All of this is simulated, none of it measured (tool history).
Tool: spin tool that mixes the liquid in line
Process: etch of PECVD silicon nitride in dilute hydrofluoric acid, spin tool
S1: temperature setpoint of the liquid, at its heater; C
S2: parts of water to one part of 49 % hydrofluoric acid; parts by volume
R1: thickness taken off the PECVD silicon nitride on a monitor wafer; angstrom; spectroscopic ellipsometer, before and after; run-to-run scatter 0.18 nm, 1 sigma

{"run": 1, "hour": 0.0, "S1": 26, "S2": 200, "time under the liquid (s)": 315, "R1": 49.748}
{"run": 2, "hour": 3.3, "S1": 24, "S2": 200, "time under the liquid (s)": 315, "R1": 42.656}
{"run": 3, "hour": 7.1, "S1": 24, "S2": 150, "time under the liquid (s)": 315, "R1": 56.988}
{"run": 4, "hour": 9.1, "S1": 27, "S2": 120, "time under the liquid (s)": 315, "R1": 86.319}
{"run": 5, "hour": 14.8, "S1": 29, "S2": 110, "time under the liquid (s)": 315, "R1": 108.53}
{"run": 6, "hour": 17.9, "S1": 30.5, "S2": 105, "time under the liquid (s)": 315, "R1": 122.06}
{"run": 7, "hour": 20.4, "S1": 30.5, "S2": 105, "time under the liquid (s)": 315, "R1": 124.8}

What will run 8 give?
{"run": 8, "hour": 20.9, "S1": 31.5, "S2": 100, "time under the liquid (s)": 315, "R1": "?"}

{"run 8": {"R1": 137.57}}
